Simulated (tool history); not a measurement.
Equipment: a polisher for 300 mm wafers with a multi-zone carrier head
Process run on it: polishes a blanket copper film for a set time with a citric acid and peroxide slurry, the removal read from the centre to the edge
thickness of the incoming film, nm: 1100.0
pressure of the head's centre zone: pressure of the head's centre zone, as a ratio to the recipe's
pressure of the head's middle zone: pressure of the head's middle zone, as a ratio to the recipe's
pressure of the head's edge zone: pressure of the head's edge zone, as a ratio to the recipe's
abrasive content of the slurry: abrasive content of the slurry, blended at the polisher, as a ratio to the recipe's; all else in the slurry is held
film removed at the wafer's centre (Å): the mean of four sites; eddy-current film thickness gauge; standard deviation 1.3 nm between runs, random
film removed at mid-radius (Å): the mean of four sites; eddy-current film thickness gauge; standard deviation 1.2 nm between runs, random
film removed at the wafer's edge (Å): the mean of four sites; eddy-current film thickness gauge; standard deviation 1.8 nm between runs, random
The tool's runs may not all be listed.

run	day	flow of slurry (ml/min)	pressure of the head's centre zone	pressure of the head's middle zone	pressure of the head's edge zone	abrasive content of the slurry	polishing time (s)	film removed at the wafer's centre (Å)	film removed at mid-radius (Å)	film removed at the wafer's edge (Å)
1	0.000	215	1.00	1.00	1.00	1.00	60	1761.7	1747.6	1683.2
2	0.279	210	0.98	0.98	1.00	0.95	60	1699.7	1651.7	1678.6
3	0.633	205	0.96	0.97	0.98	0.90	60	1645.9	1615.5	1622.3
4	0.696	200	0.94	0.96	0.98	0.85	60	1544.5	1599.2	1599.5
5	0.775	200	0.94	0.96	0.92	0.85	60	1548.8	1572.4	1577.3
6	0.983	200	0.94	0.96	0.88	0.85	60	1549.6	1585.0	1532.6
7	1.075	165	0.84	0.86	0.92	0.60	58	1176.9	1216.4	1332.0

What does the tool deliver on the next run?
8	1.246	170	0.84	0.86	0.93	0.60	58	?	?	?

film removed at the wafer's centre (Å): 1168.9
film removed at mid-radius (Å): 1234.5
film removed at the wafer's edge (Å): 1365.6
